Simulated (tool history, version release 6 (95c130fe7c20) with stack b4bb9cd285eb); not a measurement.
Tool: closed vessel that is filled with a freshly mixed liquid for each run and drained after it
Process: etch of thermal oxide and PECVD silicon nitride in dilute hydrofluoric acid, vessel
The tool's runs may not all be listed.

run  hour  temperature setpoint of the liquid (C)  parts of water to one part of 49 % hydrofluoric acid (parts by volume)  time in the liquid (s)  thickness taken off the thermal oxide on a monitor wafer (Å)  thickness taken off the PECVD silicon nitride on a monitor wafer (Å)
  1   0.0                                    22.0                                                                     240                    1325                                                        225.00                                                                141.20
  2   3.9                                    22.5                                                                     275                    1370                                                        204.34                                                                132.90
  3   5.0                                    23.0                                                                     305                    1395                                                        183.69                                                                125.07
  4  11.0                                    23.5                                                                     330                    1425                                                        172.35                                                                121.55
  5  12.2                                    24.0                                                                     350                    1440                                                        162.03                                                                118.93
  6  16.9                                    24.0                                                                     365                    1460                                                        155.23                                                                117.96
  7  21.4                                    24.0                                                                     380                    1480                                                        149.88                                                                113.24
  8  27.0                                    26.0                                                                     430                    1470                                                        133.48                                                                111.46
  9  29.7                                    26.0                                                                     430                    1470                                                        134.56                                                                111.86

The next listed run, before its measurement:
 10  35.5                                    26.0                                                                     430                    1460                                                             ?                                                                     ?

thickness taken off the thermal oxide on a monitor wafer (Å): 136.90
thickness taken off the PECVD silicon nitride on a monitor wafer (Å): 110.82

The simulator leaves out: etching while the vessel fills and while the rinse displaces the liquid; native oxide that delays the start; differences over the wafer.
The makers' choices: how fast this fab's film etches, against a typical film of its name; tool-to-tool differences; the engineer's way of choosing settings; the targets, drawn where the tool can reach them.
